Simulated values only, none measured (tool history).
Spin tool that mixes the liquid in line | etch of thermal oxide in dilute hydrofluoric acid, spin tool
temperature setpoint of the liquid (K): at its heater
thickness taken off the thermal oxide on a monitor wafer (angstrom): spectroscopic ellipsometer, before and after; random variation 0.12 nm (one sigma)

run	hour	temperature setpoint of the liquid (K)	parts of water to one part of 49 % hydrofluoric acid (parts by volume)	time under the liquid (s)	thickness taken off the thermal oxide on a monitor wafer (angstrom)
1	0	297.15	100	280	131.15
2	1.4	297.15	100	280	131.1
3	2.4	297.15	100	300	140.71
4	4.9	297.15	130	300	103.44
5	13.6	298.65	120	300	121.52
6	19.8	298.65	120	300	121.77
7	24.3	299.65	110	300	139.81
8	31.5	300.65	100	300	161.24
9	37.6	301.15	90	300	186.86
10	41.8	301.65	85	300	200.45
11	43.6	301.65	85	300	201.49
12	50	302.15	80	300	220.37
13	51.2	302.65	75	300	238.63
14	53.9	305.15	55	300	374.06
15	57.9	304.65	55	300	363.47
16	58.4	304.15	55	300	356.97
17	66.7	303.65	55	300	351.7

Forecast run 18:
18	72.8	303.15	55	300	?

thickness taken off the thermal oxide on a monitor wafer (angstrom): 346.49
